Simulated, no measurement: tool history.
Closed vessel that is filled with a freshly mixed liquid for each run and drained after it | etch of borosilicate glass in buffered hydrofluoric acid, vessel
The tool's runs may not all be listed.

run,hour,temperature setpoint of the liquid (°C),parts of 40 % ammonium fluoride to one part of 49 % hydrofluoric acid (parts by volume),time in the liquid (s),thickness taken off the borosilicate glass on a monitor wafer (Å)
1,0,23,24,30,154.64
2,2.9,23,30,30,132.34
3,8.9,23,30,30,132.08
4,12.4,20,30,30,112.37
5,14.2,20,30,30,109.69
6,17.9,23,29.5,30,133.42
7,23.8,25.5,28.5,30,156.33
8,29.9,27,27.5,30,175.64
9,31.2,28,27,30,185.41

The next listed run, before its measurement:
10,33.1,29,26.5,30,?

{"run 10": {"thickness taken off the borosilicate glass on a monitor wafer (Å)": 200.16}}
